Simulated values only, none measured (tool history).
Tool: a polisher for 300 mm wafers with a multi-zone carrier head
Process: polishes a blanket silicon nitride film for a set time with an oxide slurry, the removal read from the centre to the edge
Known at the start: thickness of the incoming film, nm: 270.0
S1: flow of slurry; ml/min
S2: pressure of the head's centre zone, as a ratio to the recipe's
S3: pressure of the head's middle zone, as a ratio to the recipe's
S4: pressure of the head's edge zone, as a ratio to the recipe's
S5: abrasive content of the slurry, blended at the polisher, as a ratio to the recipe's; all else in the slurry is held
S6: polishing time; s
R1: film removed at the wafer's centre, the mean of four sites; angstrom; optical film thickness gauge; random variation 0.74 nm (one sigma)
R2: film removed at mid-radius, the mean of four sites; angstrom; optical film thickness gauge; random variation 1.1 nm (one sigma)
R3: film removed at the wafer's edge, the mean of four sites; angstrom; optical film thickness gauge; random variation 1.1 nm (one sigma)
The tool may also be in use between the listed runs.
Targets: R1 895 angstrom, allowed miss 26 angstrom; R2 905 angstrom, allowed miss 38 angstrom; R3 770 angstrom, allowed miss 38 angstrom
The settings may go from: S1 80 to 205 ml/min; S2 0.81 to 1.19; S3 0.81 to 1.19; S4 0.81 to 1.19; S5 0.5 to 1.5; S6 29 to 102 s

Run 1, hour 0: S1 135 ml/min, S2 1, S3 1, S4 1, S5 1, S6 65 s. Result: R1 672.95 angstrom, R2 719 angstrom, R3 728.12 angstrom.
Run 2, hour 3.3: S1 135 ml/min, S2 1, S3 1, S4 0.94, S5 1, S6 65 s. Result: R1 685.52 angstrom, R2 703.11 angstrom, R3 708.06 angstrom.
Run 3, hour 7.4: S1 140 ml/min, S2 1.02, S3 1.02, S4 0.94, S5 1, S6 65 s. Result: R1 704 angstrom, R2 695.78 angstrom, R3 702.82 angstrom.
Run 4, hour 10.2: S1 145 ml/min, S2 1.02, S3 1.04, S4 0.92, S5 1.05, S6 65 s. Result: R1 723.42 angstrom, R2 747.53 angstrom, R3 708.88 angstrom.
Run 5, hour 11.4: S1 120 ml/min, S2 1.02, S3 1.04, S4 0.92, S5 1.05, S6 65 s. Result: R1 706.29 angstrom, R2 746.46 angstrom, R3 723.02 angstrom.
Run 6, hour 13.4: S1 120 ml/min, S2 1.02, S3 1.11, S4 0.92, S5 1.05, S6 65 s. Result: R1 696.77 angstrom, R2 770.21 angstrom, R3 701.04 angstrom.
Run 7, hour 14.6: S1 120 ml/min, S2 1.04, S3 1.12, S4 0.92, S5 1.1, S6 65 s. Result: R1 740.16 angstrom, R2 783.36 angstrom, R3 713.22 angstrom.
Run 8, hour 22.2: S1 120 ml/min, S2 1.05, S3 1.13, S4 0.92, S5 1.15, S6 65 s. Result: R1 764.17 angstrom, R2 790.12 angstrom, R3 738.76 angstrom.
Run 9, hour 25.7: S1 125 ml/min, S2 1.05, S3 1.14, S4 0.91, S5 1.15, S6 65 s. Result: R1 766.91 angstrom, R2 823.6 angstrom, R3 753.44 angstrom.
Run 10, hour 28: S1 130 ml/min, S2 1.06, S3 1.15, S4 0.9, S5 1.15, S6 65 s. Result: R1 768.88 angstrom, R2 836.01 angstrom, R3 746.27 angstrom.
Run 11, hour 36.2: S1 135 ml/min, S2 1.08, S3 1.16, S4 0.89, S5 1.15, S6 65 s. Result: R1 790.46 angstrom, R2 817.66 angstrom, R3 733.03 angstrom.
Run 12, hour 41.7: S1 140 ml/min, S2 1.08, S3 1.16, S4 0.88, S5 1.15, S6 65 s. Result: R1 809.98 angstrom, R2 848.11 angstrom, R3 743.83 angstrom.
Run 13, hour 43: S1 175 ml/min, S2 1.12, S3 1.15, S4 0.87, S5 1.15, S6 65 s. Result: R1 851.18 angstrom, R2 876.77 angstrom, R3 760.27 angstrom.
Run 14, hour 48.1: S1 175 ml/min, S2 1.13, S3 1.15, S4 0.87, S5 1.15, S6 65 s. Result: R1 855.68 angstrom, R2 875.82 angstrom, R3 744.79 angstrom.
Run 15, hour 54.8: S1 180 ml/min, S2 1.14, S3 1.15, S4 0.88, S5 1.15, S6 65 s. Result: R1 865.22 angstrom, R2 849.57 angstrom, R3 773.57 angstrom.

Which of these 4 next moves meets every target?
Run A, hour 61.5: S1 155 ml/min, S2 1.02, S3 1.16, S4 0.81, S5 1.05, S6 74 s. Result: R1 ?, R2 ?, R3 ?.
Run B, hour 61.5: S1 170 ml/min, S2 1.05, S3 1.16, S4 0.87, S5 1.3, S6 64 s. Result: R1 ?, R2 ?, R3 ?.
Run C, hour 61.5: S1 170 ml/min, S2 1.16, S3 1.12, S4 1.02, S5 1.15, S6 63 s. Result: R1 ?, R2 ?, R3 ?.
Run D, hour 61.5: S1 185 ml/min, S2 1.16, S3 1.19, S4 0.9, S5 1.1, S6 67 s. Result: R1 ?, R2 ?, R3 ?.

move      R1      R2      R3
   A  838.62  928.79  791.52
   B  839.29  901.27  791.28
   C  862.35  815.11  794.92
   D  907.54  897.12  782.81
A: brings the result that was furthest off to its target, and leaves another outside
B: brings the result that was furthest off to its target, and leaves another outside
C: further off than the last run
D: meets every target
The right move is D.
